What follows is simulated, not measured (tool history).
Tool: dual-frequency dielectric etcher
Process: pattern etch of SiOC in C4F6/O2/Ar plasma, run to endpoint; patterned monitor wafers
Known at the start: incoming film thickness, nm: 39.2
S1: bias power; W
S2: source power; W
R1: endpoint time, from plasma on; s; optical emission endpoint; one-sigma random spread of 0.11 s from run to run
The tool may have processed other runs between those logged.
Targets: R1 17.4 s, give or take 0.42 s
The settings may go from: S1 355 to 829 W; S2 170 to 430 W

Run 1, day 0: S1 592 W, S2 300 W. Result: R1 15.542 s.
Run 2, day 0.308: S1 486 W, S2 300 W. Result: R1 16.065 s.
Run 3, day 0.496: S1 424 W, S2 300 W. Result: R1 16.438 s.
Run 4, day 0.621: S1 417 W, S2 300 W. Result: R1 16.562 s.
Run 5, day 0.854: S1 417 W, S2 320 W. Result: R1 16.18 s.
Run 6, day 1.079: S1 417 W, S2 370 W. Result: R1 15.588 s.
Run 7, day 1.412: S1 408 W, S2 360 W. Result: R1 15.932 s.
Run 8, day 1.508: S1 400 W, S2 350 W. Result: R1 15.766 s.
Run 9, day 1.721: S1 393 W, S2 340 W. Result: R1 16.037 s.
Run 10, day 1.883: S1 387 W, S2 330 W. Result: R1 16.242 s.
Run 11, day 2.217: S1 387 W, S2 330 W. Result: R1 16.138 s.
Run 12, day 2.333: S1 387 W, S2 330 W. Result: R1 16.315 s.
Run 13, day 2.371: S1 382 W, S2 320 W. Result: R1 16.337 s.
Run 14, day 2.696: S1 378 W, S2 310 W. Result: R1 16.529 s.
Run 15, day 2.796: S1 375 W, S2 300 W. Result: R1 16.648 s.

Below are 4 possible settings for the next run. Only one of them brings all results inside the allowed miss of their targets. Which is it?
Run A, day 2.896: S1 355 W, S2 200 W. Result: R1 ?.
Run B, day 2.896: S1 355 W, S2 190 W. Result: R1 ?.
Run C, day 2.896: S1 447 W, S2 310 W. Result: R1 ?.
Run D, day 2.896: S1 355 W, S2 270 W. Result: R1 ?.

move      R1
   A  18.641
   B  18.855
   C  16.179
   D   17.36
A: carries the result that was furthest off beyond its target, to the other side
B: carries the result that was furthest off beyond its target, to the other side
C: its largest miss is bigger than the last run's
D: in spec on every target
D meets every target.
